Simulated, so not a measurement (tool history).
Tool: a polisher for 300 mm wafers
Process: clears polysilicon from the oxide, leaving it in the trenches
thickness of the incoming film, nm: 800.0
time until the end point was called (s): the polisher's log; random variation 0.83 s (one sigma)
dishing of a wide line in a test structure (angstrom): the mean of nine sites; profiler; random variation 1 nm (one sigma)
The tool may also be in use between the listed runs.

run,hour,flow of slurry (ml/min),pressure of the wafer on the pad (kPa),speed of the pad under the wafer (cm/s),overpolish time after the end point (s),time until the end point was called (s),dishing of a wide line in a test structure (angstrom)
1,0.0,155,17.9,78,14,82.781,543.47
2,0.7,155,14.5,78,14,105.270,504.29
3,2.1,155,15.2,78,13,97.607,492.00
4,5.4,155,13.1,78,13,115.560,462.52
5,12.7,180,13.1,78,13,111.940,440.24
6,17.8,185,13.8,78,13,104.850,474.90
7,18.9,185,14.5,78,12,102.490,457.29
8,21.1,185,15.2,78,11,95.853,457.49

Run 9 comes next. What will it give?
9,21.9,185,15.9,78,11,?,?

Run 9 gave time until the end point was called (s) 92.983, dishing of a wide line in a test structure (angstrom) 470.19.
